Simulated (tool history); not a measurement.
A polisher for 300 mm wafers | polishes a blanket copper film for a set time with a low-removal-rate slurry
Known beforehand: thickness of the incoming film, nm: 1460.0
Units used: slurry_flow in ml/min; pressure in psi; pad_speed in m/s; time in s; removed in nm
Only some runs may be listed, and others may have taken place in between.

run	hour	slurry_flow	pressure	pad_speed	slurry_solids	time	removed
1	0.0	275	2.9	1.36	1.0	17	59.717
2	6.6	275	2.5	1.32	1.0	17	51.279
3	12.7	275	2.2	1.28	1.0	17	43.938
4	16.5	275	2.0	1.28	1.0	17	40.681
5	25.0	275	1.8	1.28	1.0	17	36.676
6	33.2	275	1.3	1.28	1.0	17	27.352
7	41.3	275	1.4	1.28	1.0	17	28.842

Predict the results of run 8:
8	42.5	275	1.7	1.28	1.0	17	?

Run 8 gave removed 34.231 nm.

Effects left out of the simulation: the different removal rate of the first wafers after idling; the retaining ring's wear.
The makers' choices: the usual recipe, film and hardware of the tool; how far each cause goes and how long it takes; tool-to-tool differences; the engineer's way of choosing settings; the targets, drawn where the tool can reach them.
